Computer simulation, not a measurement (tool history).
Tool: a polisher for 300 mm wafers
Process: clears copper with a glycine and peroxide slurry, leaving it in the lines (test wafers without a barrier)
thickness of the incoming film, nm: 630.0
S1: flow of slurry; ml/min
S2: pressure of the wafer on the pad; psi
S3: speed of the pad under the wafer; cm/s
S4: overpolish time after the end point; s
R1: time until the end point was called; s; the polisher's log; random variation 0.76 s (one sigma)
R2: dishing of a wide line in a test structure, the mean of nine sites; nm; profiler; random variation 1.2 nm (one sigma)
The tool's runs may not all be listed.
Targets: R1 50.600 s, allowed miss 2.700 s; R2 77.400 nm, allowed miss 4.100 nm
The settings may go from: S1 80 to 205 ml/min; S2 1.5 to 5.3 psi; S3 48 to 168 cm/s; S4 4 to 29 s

run  hour   S1   S2   S3  S4       R1      R2
  1   0.0  135  3.4  108  15   74.793  58.274
  2   1.8  135  3.4  118  15   70.276  60.701
  3   3.4  135  3.4  102  15   81.229  57.908
  4   5.4  135  3.4   80  15   97.012  52.625
  5  11.1  110  3.4   80  15  102.070  49.464
  6  16.0  120  3.9   84  15   83.551  56.897
  7  19.1  120  3.9   84  15   82.764  54.818
  8  23.3  130  4.9  102  17   58.738  74.099
  9  25.6  135  5.0  104  17   56.189  73.876
 10  34.0  135  5.1  106  17   53.367  77.294

Which of these 5 next moves meets every target?
  A  42.4  140  5.1  100  16   ?   ?
  B  42.4  135  5.2  102  18   ?   ?
  C  42.4  145  5.3  106  17   ?   ?
  D  42.4  120  5.3   96  18   ?   ?
  E  42.4  155  4.7  102  15   ?   ?

move      R1      R2
   A  55.476  74.034
   B  53.909  78.789
   C  50.537  78.866
   D  57.246  77.118
   E  57.618  70.376
A: further off than the last run
B: further off than the last run
C: meets every target
D: further off than the last run
E: further off than the last run
The right move is C.

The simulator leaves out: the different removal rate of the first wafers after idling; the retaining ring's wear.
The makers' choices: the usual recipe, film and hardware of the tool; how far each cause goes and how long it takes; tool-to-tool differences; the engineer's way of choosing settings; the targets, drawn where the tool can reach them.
